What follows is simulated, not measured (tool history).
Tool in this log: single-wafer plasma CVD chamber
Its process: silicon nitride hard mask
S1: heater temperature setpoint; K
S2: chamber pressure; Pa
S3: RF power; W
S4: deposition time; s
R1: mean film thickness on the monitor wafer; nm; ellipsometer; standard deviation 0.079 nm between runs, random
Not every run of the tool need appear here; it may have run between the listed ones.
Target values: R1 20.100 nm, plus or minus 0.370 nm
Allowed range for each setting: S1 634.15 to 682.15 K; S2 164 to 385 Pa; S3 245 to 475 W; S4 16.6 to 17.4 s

run,day,S1,S2,S3,S4,R1
1,0.000,658.15,275,360,17.4,23.050
2,0.271,658.15,248,350,17.4,22.061
3,0.329,658.15,248,395,17.4,23.169
4,0.425,653.15,248,395,17.4,23.345
5,0.492,653.15,248,395,17.4,23.284
6,0.675,653.15,227,380,17.3,22.047
7,0.754,653.15,209,375,17.3,21.434
8,0.942,653.15,197,370,17.3,21.088

Which one of the following 4 next-run settings gets every result inside its allowed miss? There is exactly one.
A,1.129,650.15,211,385,17.4,?
B,1.129,650.15,205,360,17.4,?
C,1.129,655.15,209,360,16.6,?
D,1.129,663.15,204,410,17.2,?

move,R1
A,21.918
B,21.082
C,20.203
D,21.960
A: moves away from the targets compared with the last run
B: no nearer and no further than the last run
C: every result within its allowed miss
D: moves away from the targets compared with the last run
C is the move that brings every result within its allowed miss.
